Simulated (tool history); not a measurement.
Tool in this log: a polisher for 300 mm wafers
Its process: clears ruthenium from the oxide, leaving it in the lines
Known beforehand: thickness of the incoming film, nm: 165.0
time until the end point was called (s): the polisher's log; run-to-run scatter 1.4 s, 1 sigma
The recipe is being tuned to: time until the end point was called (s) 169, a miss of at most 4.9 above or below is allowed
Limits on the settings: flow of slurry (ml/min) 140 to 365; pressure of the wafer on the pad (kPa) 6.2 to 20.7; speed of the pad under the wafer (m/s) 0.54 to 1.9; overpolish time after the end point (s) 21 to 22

run	day	flow of slurry (ml/min)	pressure of the wafer on the pad (kPa)	speed of the pad under the wafer (m/s)	overpolish time after the end point (s)	time until the end point was called (s)
1	0	235	13.1	1.22	21	127.41
2	0.171	235	13.1	1.22	21	130.6
3	0.417	230	11.7	1.22	21	142.07
4	0.717	230	11	1.22	21	149.29
5	0.921	230	11	1.22	21	147.33
6	1.029	230	10.3	1.22	21	155.57
7	1.104	220	9	1.22	21	172.83
8	1.271	225	9	1.22	21	175.72

5 candidate next runs follow, results not yet known. Just one meets every target within its allowed miss. Identify it.
A	1.438	245	8.3	1.24	21	?
B	1.438	250	9	1.16	21	?
C	1.438	195	9	1.12	21	?
D	1.438	220	9	1.2	21	?
E	1.438	190	9.7	1.22	21	?

move	time until the end point was called (s)
A	185.35
B	185.76
C	195.57
D	181.36
E	170.27
A: moves away from the targets compared with the last run
B: moves away from the targets compared with the last run
C: moves away from the targets compared with the last run
D: moves away from the targets compared with the last run
E: in spec on every target
Answer: E

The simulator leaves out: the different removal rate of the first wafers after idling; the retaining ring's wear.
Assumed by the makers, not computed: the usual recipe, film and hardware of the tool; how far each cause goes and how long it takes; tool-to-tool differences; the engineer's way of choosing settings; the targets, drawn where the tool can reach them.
